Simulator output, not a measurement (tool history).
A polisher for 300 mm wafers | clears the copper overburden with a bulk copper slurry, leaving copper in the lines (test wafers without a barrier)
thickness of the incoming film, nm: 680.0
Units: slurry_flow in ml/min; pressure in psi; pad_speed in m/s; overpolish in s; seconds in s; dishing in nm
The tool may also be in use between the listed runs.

run 1 hour=0.0 | slurry_flow=170 pressure=2.4 pad_speed=1.06 slurry_solids=1.0 overpolish=13 | seconds=78.293 dishing=64.667
run 2 hour=4.1 | slurry_flow=170 pressure=2.4 pad_speed=1.06 slurry_solids=1.0 overpolish=9 | seconds=78.863 dishing=49.880
run 3 hour=7.7 | slurry_flow=170 pressure=2.1 pad_speed=1.06 slurry_solids=1.0 overpolish=9 | seconds=86.844 dishing=45.675
run 4 hour=12.1 | slurry_flow=170 pressure=2.1 pad_speed=1.06 slurry_solids=1.2 overpolish=9 | seconds=84.900 dishing=47.070
run 5 hour=17.8 | slurry_flow=170 pressure=2.1 pad_speed=1.06 slurry_solids=1.3 overpolish=9 | seconds=82.896 dishing=46.610
run 6 hour=23.2 | slurry_flow=170 pressure=2.1 pad_speed=0.90 slurry_solids=1.3 overpolish=9 | seconds=96.725 dishing=42.783
run 7 hour=31.1 | slurry_flow=165 pressure=2.7 pad_speed=0.88 slurry_solids=1.3 overpolish=15 | seconds=79.337 dishing=69.943
run 8 hour=33.3 | slurry_flow=175 pressure=2.9 pad_speed=0.88 slurry_solids=1.3 overpolish=15 | seconds=73.720 dishing=73.873
run 9 hour=34.9 | slurry_flow=175 pressure=3.1 pad_speed=0.88 slurry_solids=1.3 overpolish=15 | seconds=68.824 dishing=78.561

Run 10 comes next. What will it give?
run 10 hour=40.9 | slurry_flow=180 pressure=3.2 pad_speed=0.88 slurry_solids=1.3 overpolish=15 | seconds=? dishing=?

Run 10 gave seconds 67.007 s, dishing 78.898 nm.
